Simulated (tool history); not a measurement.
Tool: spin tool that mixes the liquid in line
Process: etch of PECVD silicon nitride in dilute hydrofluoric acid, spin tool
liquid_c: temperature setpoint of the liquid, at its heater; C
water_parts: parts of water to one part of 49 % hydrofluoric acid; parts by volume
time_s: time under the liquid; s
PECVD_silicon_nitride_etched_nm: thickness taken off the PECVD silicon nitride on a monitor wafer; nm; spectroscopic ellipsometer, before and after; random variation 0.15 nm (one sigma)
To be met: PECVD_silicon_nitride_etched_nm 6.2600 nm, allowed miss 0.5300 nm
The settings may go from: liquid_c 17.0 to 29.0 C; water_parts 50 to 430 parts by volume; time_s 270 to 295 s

| run | hour | liquid_c | water_parts | time_s | PECVD_silicon_nitride_etched_nm |
|---|---|---|---|---|---|
| 1 | 0.0 | 21.0 | 240 | 270 | 1.5651 |
| 2 | 7.6 | 22.0 | 205 | 275 | 1.9869 |
| 3 | 11.2 | 23.0 | 180 | 280 | 2.4838 |
| 4 | 16.8 | 24.0 | 160 | 280 | 2.9973 |
| 5 | 21.1 | 24.0 | 160 | 270 | 2.8978 |
| 6 | 25.7 | 24.0 | 160 | 295 | 3.0639 |
| 7 | 34.2 | 28.0 | 65 | 295 | 9.5719 |
| 8 | 40.5 | 27.5 | 65 | 295 | 9.9418 |
| 9 | 41.8 | 27.0 | 65 | 295 | 9.5765 |
| 10 | 46.6 | 23.0 | 95 | 295 | 4.6728 |
| 11 | 50.1 | 23.5 | 95 | 295 | 4.9066 |
| 12 | 57.2 | 24.0 | 95 | 295 | 5.0730 |
| 13 | 60.1 | 24.5 | 95 | 295 | 5.4725 |
| 14 | 64.3 | 25.0 | 95 | 295 | 5.6983 |

Which of these 4 next moves meets every target?
| A | 68.5 | 27.5 | 100 | 295 | ? |
| B | 68.5 | 27.5 | 120 | 295 | ? |
| C | 68.5 | 25.0 | 95 | 280 | ? |
| D | 68.5 | 24.5 | 110 | 280 | ? |

| move | PECVD_silicon_nitride_etched_nm |
|---|---|
| A | 6.1101 |
| B | 5.0926 |
| C | 5.1902 |
| D | 4.3448 |
A: meets every target
B: further off than the last run
C: further off than the last run
D: further off than the last run
Answer: A
